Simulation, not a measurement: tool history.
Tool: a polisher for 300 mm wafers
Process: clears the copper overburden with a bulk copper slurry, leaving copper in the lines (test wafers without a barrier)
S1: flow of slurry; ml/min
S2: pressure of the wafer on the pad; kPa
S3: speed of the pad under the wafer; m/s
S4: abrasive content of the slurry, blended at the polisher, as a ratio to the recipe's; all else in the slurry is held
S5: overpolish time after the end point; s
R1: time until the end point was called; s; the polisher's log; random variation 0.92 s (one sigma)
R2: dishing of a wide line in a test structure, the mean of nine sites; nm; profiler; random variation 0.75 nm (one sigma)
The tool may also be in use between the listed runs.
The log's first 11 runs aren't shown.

run	hour	S1	S2	S3	S4	S5	R1	R2
12	61.3	155	31.7	0.52	1.4	10	112.64	54.871
13	65	175	33.1	0.52	1.4	15	108.29	73.217
14	65.7	170	33.1	0.52	1.4	15	107.29	75.783
15	67.1	170	32.4	0.52	1.4	14	110.4	70.049
16	73.1	165	32.4	0.52	1.4	14	109.8	70.212
17	78.4	165	32.4	0.52	1.4	13	109.96	66.226
18	86.7	160	32.4	0.54	1.45	12	104.25	64.122
19	91.2	145	31.7	0.54	1.5	9	108.69	51.905
20	92.7	150	31.7	0.54	1.5	9	108.82	50.815
21	97.3	155	31.7	0.54	1.5	9	106.25	51.63
22	99.9	160	31.7	0.54	1.5	9	105.38	53.116
23	104.9	165	31.7	0.54	1.5	9	106.27	53.036
24	110.7	165	31.7	0.54	1.5	19	105.42	87.344
25	116.4	165	31	0.56	1.5	18	104.43	84.343
26	124.6	160	31	0.56	1.5	17	104.82	81.58
27	131.5	160	31	0.56	1.5	17	105.14	82.448
28	136.4	160	31	0.56	1.5	17	103.17	82.221

Run 29 comes next. What will it give?
29	144.9	160	30.3	0.56	1.5	16	?	?

{"run 29": {"R1": 105.75, "R2": 75.694}}

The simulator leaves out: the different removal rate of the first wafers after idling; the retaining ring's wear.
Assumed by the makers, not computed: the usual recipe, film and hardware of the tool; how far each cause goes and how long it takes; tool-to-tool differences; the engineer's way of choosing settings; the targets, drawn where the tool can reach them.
